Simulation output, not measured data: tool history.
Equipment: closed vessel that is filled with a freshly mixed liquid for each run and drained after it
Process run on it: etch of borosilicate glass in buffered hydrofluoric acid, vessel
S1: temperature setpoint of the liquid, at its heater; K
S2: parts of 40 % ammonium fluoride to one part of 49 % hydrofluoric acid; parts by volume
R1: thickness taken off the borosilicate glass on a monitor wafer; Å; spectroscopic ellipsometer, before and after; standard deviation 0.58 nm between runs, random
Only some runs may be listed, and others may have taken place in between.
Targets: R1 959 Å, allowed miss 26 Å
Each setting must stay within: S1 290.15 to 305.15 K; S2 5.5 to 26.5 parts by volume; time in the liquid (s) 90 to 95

{"run": 1, "day": 0.0, "S1": 297.15, "S2": 16, "time in the liquid (s)": 90, "R1": 732.62}
{"run": 2, "day": 0.129, "S1": 293.65, "S2": 16, "time in the liquid (s)": 90, "R1": 603.47}
{"run": 3, "day": 0.4, "S1": 293.65, "S2": 16, "time in the liquid (s)": 95, "R1": 647.3}
{"run": 4, "day": 0.525, "S1": 293.65, "S2": 14, "time in the liquid (s)": 95, "R1": 741.15}
{"day": 0.892, "done": "hydrofluoric acid flow meter replaced"}
{"run": 5, "day": 0.892, "S1": 293.65, "S2": 14, "time in the liquid (s)": 95, "R1": 802.04}
{"run": 6, "day": 1.1, "S1": 293.65, "S2": 14, "time in the liquid (s)": 90, "R1": 771.1}
{"run": 7, "day": 1.329, "S1": 294.65, "S2": 14, "time in the liquid (s)": 90, "R1": 814.68}
{"run": 8, "day": 1.5, "S1": 295.15, "S2": 14, "time in the liquid (s)": 90, "R1": 826.06}

Pick the move, out of 5, that brings all results within their allowed miss; only one does.
{"run": "A", "day": 1.671, "S1": 293.65, "S2": 12.5, "time in the liquid (s)": 95, "R1": "?"}
{"run": "B", "day": 1.671, "S1": 291.15, "S2": 10.5, "time in the liquid (s)": 90, "R1": "?"}
{"run": "C", "day": 1.671, "S1": 295.65, "S2": 13, "time in the liquid (s)": 90, "R1": "?"}
{"run": "D", "day": 1.671, "S1": 295.15, "S2": 12, "time in the liquid (s)": 90, "R1": "?"}
{"run": "E", "day": 1.671, "S1": 294.15, "S2": 12, "time in the liquid (s)": 90, "R1": "?"}

move=A R1=911.23
move=B R1=893.92
move=C R1=925.84
move=D R1=975.34
move=E R1=923.74
A: an improvement on the last run, though not all results are within tolerance
B: an improvement on the last run, though not all results are within tolerance
C: an improvement on the last run, though not all results are within tolerance
D: in spec on every target
E: an improvement on the last run, though not all results are within tolerance
D meets every target.
